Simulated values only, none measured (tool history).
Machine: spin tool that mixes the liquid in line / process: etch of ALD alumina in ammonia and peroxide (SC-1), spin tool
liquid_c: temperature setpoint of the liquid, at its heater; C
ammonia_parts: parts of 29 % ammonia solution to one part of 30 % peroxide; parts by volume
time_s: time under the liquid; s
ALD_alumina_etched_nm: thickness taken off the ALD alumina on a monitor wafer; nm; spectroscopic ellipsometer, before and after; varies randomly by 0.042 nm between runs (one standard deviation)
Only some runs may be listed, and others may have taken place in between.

run 1 hour=0 | liquid_c=49 ammonia_parts=0.75 time_s=265 | ALD_alumina_etched_nm=17.278
run 2 hour=8.5 | liquid_c=54.5 ammonia_parts=0.75 time_s=265 | ALD_alumina_etched_nm=23.252
run 3 hour=16.3 | liquid_c=54.5 ammonia_parts=0.85 time_s=265 | ALD_alumina_etched_nm=23.574
run 4 hour=19.3 | liquid_c=54.5 ammonia_parts=0.85 time_s=265 | ALD_alumina_etched_nm=23.475
run 5 hour=22.3 | liquid_c=54.5 ammonia_parts=0.6 time_s=265 | ALD_alumina_etched_nm=22.703
run 6 hour=29.9 | liquid_c=48.5 ammonia_parts=0.6 time_s=265 | ALD_alumina_etched_nm=16.488
run 7 hour=34 | liquid_c=47 ammonia_parts=0.6 time_s=265 | ALD_alumina_etched_nm=15.066
run 8 hour=42 | liquid_c=46 ammonia_parts=0.6 time_s=265 | ALD_alumina_etched_nm=14.31

The next listed run, before its measurement:
run 9 hour=45.7 | liquid_c=46 ammonia_parts=0.6 time_s=265 | ALD_alumina_etched_nm=?

{"run 9": {"ALD_alumina_etched_nm": 14.41}}
